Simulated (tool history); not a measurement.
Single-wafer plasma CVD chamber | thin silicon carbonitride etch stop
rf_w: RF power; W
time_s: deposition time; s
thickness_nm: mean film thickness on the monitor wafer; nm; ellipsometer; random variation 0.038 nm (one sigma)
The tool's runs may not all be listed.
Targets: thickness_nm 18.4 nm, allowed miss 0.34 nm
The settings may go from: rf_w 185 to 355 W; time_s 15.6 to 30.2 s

run	hour	rf_w	time_s	thickness_nm
1	0	270	22.9	14.159
2	1.1	235	22.9	13.315
3	2.1	270	22.9	14.211
4	4.1	295	23.9	15.42
5	13	295	26.7	17.198
6	21.8	305	26.8	17.558
7	28.8	315	26.9	17.907
8	35.3	320	26.9	17.928

Which of these 5 next moves meets every target?
A	41.8	340	27	?
B	41.8	320	29.1	?
C	41.8	350	27.4	?
D	41.8	335	27.8	?
E	41.8	340	27.8	?

move	thickness_nm
A	18.446
B	19.39
C	18.941
D	18.878
E	18.993
A: meets every target
B: takes the result that was furthest off past its target
C: takes the result that was furthest off past its target
D: takes the result that was furthest off past its target
E: takes the result that was furthest off past its target
The right move is A.

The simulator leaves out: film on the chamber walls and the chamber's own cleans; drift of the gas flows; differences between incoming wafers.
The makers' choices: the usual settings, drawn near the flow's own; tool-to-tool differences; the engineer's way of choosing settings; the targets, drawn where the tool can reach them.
